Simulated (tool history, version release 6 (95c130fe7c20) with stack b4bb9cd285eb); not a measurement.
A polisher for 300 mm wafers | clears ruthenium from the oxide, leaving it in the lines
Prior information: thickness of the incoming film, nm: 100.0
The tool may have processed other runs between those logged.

run  hour  flow of slurry (ml/min)  pressure of the wafer on the pad (kPa)  speed of the pad under the wafer (m/s)  overpolish time after the end point (s)  time until the end point was called (s)
  1   0.0                      215                                     9.0                                    1.02                                       34                                   149.52
  2   0.7                      215                                     9.7                                    1.02                                       34                                   141.32
  3   7.9                      215                                    10.3                                    1.02                                       34                                   132.80
  4   8.7                      215                                    11.7                                    1.04                                       34                                   115.49
  5  12.6                      215                                    11.7                                    0.84                                       34                                   143.89
  6  13.5                      215                                    11.7                                    0.84                                       34                                   137.48
  7  15.4                      215                                    13.1                                    0.86                                       34                                   127.18
  8  22.0                      215                                    13.1                                    0.88                                       34                                   125.65

Predict the results of run 9:
  9  28.3                      215                                    13.1                                    0.90                                       34                                        ?

{"run 9": {"time until the end point was called (s)": 119.22}}

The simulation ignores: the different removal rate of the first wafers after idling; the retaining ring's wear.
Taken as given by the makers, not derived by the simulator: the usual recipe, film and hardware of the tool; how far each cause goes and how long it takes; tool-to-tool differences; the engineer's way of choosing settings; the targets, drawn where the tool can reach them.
